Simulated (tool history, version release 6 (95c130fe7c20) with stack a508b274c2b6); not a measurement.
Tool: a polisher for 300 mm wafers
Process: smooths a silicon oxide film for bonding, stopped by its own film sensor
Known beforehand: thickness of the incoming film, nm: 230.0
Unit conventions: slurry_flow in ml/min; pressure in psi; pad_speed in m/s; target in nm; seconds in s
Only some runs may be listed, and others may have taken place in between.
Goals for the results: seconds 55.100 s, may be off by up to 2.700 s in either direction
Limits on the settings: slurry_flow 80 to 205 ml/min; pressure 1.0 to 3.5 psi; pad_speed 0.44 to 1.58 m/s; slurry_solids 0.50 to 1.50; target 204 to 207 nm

| run | day | slurry_flow | pressure | pad_speed | slurry_solids | target | seconds |
|---|---|---|---|---|---|---|---|
| 1 | 0.000 | 135 | 2.2 | 1.00 | 1.00 | 204 | 36.146 |
| 2 | 0.108 | 135 | 2.1 | 1.00 | 1.00 | 204 | 36.851 |
| 3 | 0.462 | 135 | 2.1 | 1.12 | 1.00 | 204 | 34.012 |
| 4 | 0.554 | 135 | 2.1 | 1.20 | 1.00 | 204 | 33.087 |
| 5 | 0.821 | 135 | 2.5 | 1.20 | 1.00 | 204 | 28.397 |
| 6 | 0.862 | 135 | 2.3 | 1.18 | 1.00 | 204 | 30.934 |
| 7 | 1.062 | 135 | 2.1 | 1.16 | 1.00 | 204 | 33.587 |
| 8 | 1.225 | 130 | 1.5 | 1.06 | 1.00 | 204 | 46.587 |
| 9 | 1.392 | 130 | 1.4 | 1.06 | 1.00 | 204 | 47.613 |
| 10 | 1.417 | 125 | 1.0 | 1.04 | 1.00 | 204 | 60.305 |

Consider the 5 candidate settings below. Which is the only one whose results all fall within their allowed miss of target?
| A | 1.442 | 125 | 1.0 | 1.04 | 1.05 | 206 | ? |
| B | 1.442 | 145 | 1.0 | 0.82 | 1.15 | 204 | ? |
| C | 1.442 | 120 | 1.1 | 0.96 | 0.90 | 204 | ? |
| D | 1.442 | 135 | 1.0 | 0.86 | 1.15 | 204 | ? |
| E | 1.442 | 135 | 1.0 | 0.90 | 1.05 | 204 | ? |

| move | seconds |
|---|---|
| A | 54.860 |
| B | 66.650 |
| C | 65.627 |
| D | 65.090 |
| E | 65.603 |
A: meets every target
B: misses by more than the last run did
C: misses by more than the last run did
D: misses by more than the last run did
E: misses by more than the last run did
Answer: A

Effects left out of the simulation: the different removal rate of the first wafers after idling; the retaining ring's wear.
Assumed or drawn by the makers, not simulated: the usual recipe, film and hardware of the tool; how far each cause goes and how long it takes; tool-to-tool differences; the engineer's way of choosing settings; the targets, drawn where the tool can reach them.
